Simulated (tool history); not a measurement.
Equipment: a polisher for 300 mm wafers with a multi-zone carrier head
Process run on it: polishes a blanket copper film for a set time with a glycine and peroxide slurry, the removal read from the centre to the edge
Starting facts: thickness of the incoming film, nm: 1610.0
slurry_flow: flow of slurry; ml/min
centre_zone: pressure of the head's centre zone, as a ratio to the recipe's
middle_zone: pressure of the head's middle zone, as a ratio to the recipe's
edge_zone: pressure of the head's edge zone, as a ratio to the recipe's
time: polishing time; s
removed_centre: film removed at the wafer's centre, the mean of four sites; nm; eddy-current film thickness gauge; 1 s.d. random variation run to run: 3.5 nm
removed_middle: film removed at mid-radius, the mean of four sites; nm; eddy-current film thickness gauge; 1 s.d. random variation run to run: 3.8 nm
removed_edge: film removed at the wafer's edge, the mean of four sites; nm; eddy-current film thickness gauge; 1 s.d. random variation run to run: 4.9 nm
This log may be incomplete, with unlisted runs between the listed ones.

run  hour  slurry_flow  centre_zone  middle_zone  edge_zone  time  removed_centre  removed_middle  removed_edge
  1     0          270            1            1          1    82          482.18          489.05        508.16
  2     6          240            1            1          1    82          476.17          487.88        509.29
  3   7.5          245         1.01         1.02       1.01    82          483.12           499.6        500.94
  4  15.5          250         1.02         1.03       1.02    83          499.16          508.39        519.45
  5  17.1          300         1.02         1.03       1.02    83          507.38          518.02        519.79
  6  21.7          305         1.03         1.04       1.03    83          509.89          521.06         528.8
  7    25          310         1.04         1.05       1.03    83          513.12          528.89        521.37
  8  29.2          310         1.05         1.06       1.04    83          519.15          528.95        519.56
  9  30.3          315         1.06         1.07       1.05    83          526.88          537.83        533.02
 10  30.9          320         1.07         1.08       1.05    83          531.51          541.41        525.86

Run 11 comes next. What will it give?
 11  33.3          325         1.08         1.09       1.06    83               ?               ?             ?

{"run 11": {"removed_centre": 536.36, "removed_middle": 544.42, "removed_edge": 541.12}}
